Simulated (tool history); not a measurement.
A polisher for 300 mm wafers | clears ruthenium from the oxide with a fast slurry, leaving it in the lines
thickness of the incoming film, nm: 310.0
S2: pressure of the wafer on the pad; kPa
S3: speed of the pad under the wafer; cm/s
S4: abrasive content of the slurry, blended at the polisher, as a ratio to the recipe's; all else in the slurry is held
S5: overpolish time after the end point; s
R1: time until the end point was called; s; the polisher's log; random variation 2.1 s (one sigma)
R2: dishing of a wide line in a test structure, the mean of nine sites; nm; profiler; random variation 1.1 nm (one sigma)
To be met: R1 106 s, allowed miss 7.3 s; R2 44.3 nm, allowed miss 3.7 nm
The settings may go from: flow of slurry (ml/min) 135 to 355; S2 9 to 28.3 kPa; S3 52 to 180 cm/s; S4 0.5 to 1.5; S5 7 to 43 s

run 1 hour=0 | flow_of_slurry_(ml/min)=225 S2=18.6 S3=116 S4=1 S5=22 | R1=70.44 R2=59.369
run 2 hour=6.5 | flow_of_slurry_(ml/min)=225 S2=17.2 S3=114 S4=1 S5=22 | R1=75.496 R2=56.085
run 3 hour=13.4 | flow_of_slurry_(ml/min)=255 S2=17.2 S3=114 S4=1 S5=22 | R1=74.101 R2=57.266
run 4 hour=21.1 | flow_of_slurry_(ml/min)=255 S2=15.9 S3=112 S4=1 S5=22 | R1=81.558 R2=55.725
run 5 hour=24.5 | flow_of_slurry_(ml/min)=255 S2=15.2 S3=112 S4=1 S5=21 | R1=82.072 R2=49.721
run 6 hour=25.1 | flow_of_slurry_(ml/min)=255 S2=13.1 S3=112 S4=1 S5=21 | R1=89.548 R2=49.432
run 7 hour=29.7 | flow_of_slurry_(ml/min)=255 S2=12.4 S3=112 S4=1 S5=21 | R1=96.017 R2=46.977
run 8 hour=32.8 | flow_of_slurry_(ml/min)=255 S2=11.7 S3=112 S4=1 S5=21 | R1=97.222 R2=44.298

4 next moves are on the table. One of them brings every result within its allowed miss. Which?
run A hour=35.9 | flow_of_slurry_(ml/min)=260 S2=13.1 S3=116 S4=0.95 S5=18 | R1=? R2=?
run B hour=35.9 | flow_of_slurry_(ml/min)=260 S2=10.3 S3=98 S4=0.85 S5=26 | R1=? R2=?
run C hour=35.9 | flow_of_slurry_(ml/min)=245 S2=11 S3=118 S4=1.1 S5=20 | R1=? R2=?
run D hour=35.9 | flow_of_slurry_(ml/min)=245 S2=9 S3=118 S4=1.15 S5=22 | R1=? R2=?

move=A R1=90.427 R2=43.083
move=B R1=122.27 R2=45.289
move=C R1=95.078 R2=44.922
move=D R1=105.69 R2=44.569
A: further off than the last run
B: takes the result that was furthest off past its target
C: further off than the last run
D: meets every target
Move D is the one to make.
